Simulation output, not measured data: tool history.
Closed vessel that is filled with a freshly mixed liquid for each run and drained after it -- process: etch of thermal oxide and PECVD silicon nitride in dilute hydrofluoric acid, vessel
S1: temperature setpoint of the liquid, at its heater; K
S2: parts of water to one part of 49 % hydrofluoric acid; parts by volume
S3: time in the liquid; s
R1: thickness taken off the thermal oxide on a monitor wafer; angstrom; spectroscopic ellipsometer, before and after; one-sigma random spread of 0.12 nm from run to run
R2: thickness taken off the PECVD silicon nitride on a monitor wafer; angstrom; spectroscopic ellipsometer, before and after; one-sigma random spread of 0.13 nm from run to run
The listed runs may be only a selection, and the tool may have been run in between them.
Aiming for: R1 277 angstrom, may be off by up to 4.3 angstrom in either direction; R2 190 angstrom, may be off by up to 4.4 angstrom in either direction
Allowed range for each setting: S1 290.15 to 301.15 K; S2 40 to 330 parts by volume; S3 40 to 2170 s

Run 1, hour 0: S1 293.15 K, S2 185 parts by volume, S3 1105 s. Result: R1 215.35 angstrom, R2 131.03 angstrom.
Run 2, hour 6.6: S1 294.65 K, S2 180 parts by volume, S3 1100 s. Result: R1 234.29 angstrom, R2 149.69 angstrom.
Run 3, hour 10.4: S1 297.65 K, S2 180 parts by volume, S3 1100 s. Result: R1 264.2 angstrom, R2 179.4 angstrom.
Run 4, hour 11: S1 297.65 K, S2 180 parts by volume, S3 1575 s. Result: R1 377.36 angstrom, R2 258.16 angstrom.
Run 5, hour 16.5: S1 297.65 K, S2 180 parts by volume, S3 2010 s. Result: R1 479.34 angstrom, R2 328.67 angstrom.
Run 6, hour 25.1: S1 296.65 K, S2 200 parts by volume, S3 2045 s. Result: R1 414.1 angstrom, R2 281.91 angstrom.
Run 7, hour 30: S1 296.15 K, S2 215 parts by volume, S3 2080 s. Result: R1 379.71 angstrom, R2 257.58 angstrom.
Run 8, hour 37.4: S1 295.65 K, S2 230 parts by volume, S3 2105 s. Result: R1 347.88 angstrom, R2 237.07 angstrom.
Run 9, hour 41: S1 295.15 K, S2 240 parts by volume, S3 2125 s. Result: R1 325.35 angstrom, R2 223.26 angstrom.
Run 10, hour 47.7: S1 295.15 K, S2 240 parts by volume, S3 2125 s. Result: R1 325.63 angstrom, R2 221.62 angstrom.
Run 11, hour 50: S1 295.15 K, S2 245 parts by volume, S3 2140 s. Result: R1 319.8 angstrom, R2 221.34 angstrom.
Run 12, hour 52.1: S1 293.65 K, S2 270 parts by volume, S3 2170 s. Result: R1 272.67 angstrom, R2 183.8 angstrom.

4 next moves are on the table. One of them brings every result within its allowed miss. Which?
Run A, hour 54.2: S1 294.65 K, S2 255 parts by volume, S3 1995 s. Result: R1 ?, R2 ?.
Run B, hour 54.2: S1 296.65 K, S2 265 parts by volume, S3 1830 s. Result: R1 ?, R2 ?.
Run C, hour 54.2: S1 293.15 K, S2 260 parts by volume, S3 2100 s. Result: R1 ?, R2 ?.
Run D, hour 54.2: S1 292.65 K, S2 260 parts by volume, S3 2165 s. Result: R1 ?, R2 ?.

move      R1      R2
   A  277.95  190.69
   B  261.21  190.96
   C  270.16  178.96
   D  273.36  178.65
A: each result inside its tolerance
B: puts the biggest miss on target and leaves a different result outside tolerance
C: the biggest miss grows against the last run
D: the biggest miss grows against the last run
The move that meets every target is A.

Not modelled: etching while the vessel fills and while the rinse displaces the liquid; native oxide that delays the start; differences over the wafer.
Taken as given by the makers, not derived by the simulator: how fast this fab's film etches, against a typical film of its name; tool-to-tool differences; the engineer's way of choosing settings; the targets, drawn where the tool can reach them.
